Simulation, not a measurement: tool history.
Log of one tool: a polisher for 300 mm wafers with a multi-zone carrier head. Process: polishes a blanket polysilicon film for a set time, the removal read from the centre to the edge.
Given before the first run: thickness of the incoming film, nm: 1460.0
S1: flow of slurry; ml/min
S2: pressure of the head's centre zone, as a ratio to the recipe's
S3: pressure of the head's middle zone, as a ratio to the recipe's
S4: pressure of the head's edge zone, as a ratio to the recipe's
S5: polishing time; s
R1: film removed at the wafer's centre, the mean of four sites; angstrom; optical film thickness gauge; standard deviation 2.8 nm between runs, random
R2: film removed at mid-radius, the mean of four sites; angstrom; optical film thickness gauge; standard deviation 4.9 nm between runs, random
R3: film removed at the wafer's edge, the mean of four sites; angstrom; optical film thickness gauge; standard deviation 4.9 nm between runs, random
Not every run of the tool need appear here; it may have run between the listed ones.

run,hour,S1,S2,S3,S4,S5,R1,R2,R3
1,0,285,1,1,1,47,3748.7,3624.1,3625.4
2,6.5,330,1,1,1,47,3779.9,3659,3559
3,10.3,275,1,1,1,47,3750.8,3649.7,3610
4,17.8,270,1,0.99,1.02,48,3777.6,3633.1,3809.6
5,19.5,270,1,0.93,1.02,48,3784.4,3498,3674.4
6,21.6,270,1,0.93,1.09,48,3803,3463.1,3818
7,29.1,265,1.01,0.93,1.1,48,3811.5,3460.2,3788.3

For run 8, what comes out?
8,37.3,345,1.02,0.88,1.19,55,?,?,?

{"run 8": {"R1": 4552.2, "R2": 3855.9, "R3": 4717.2}}
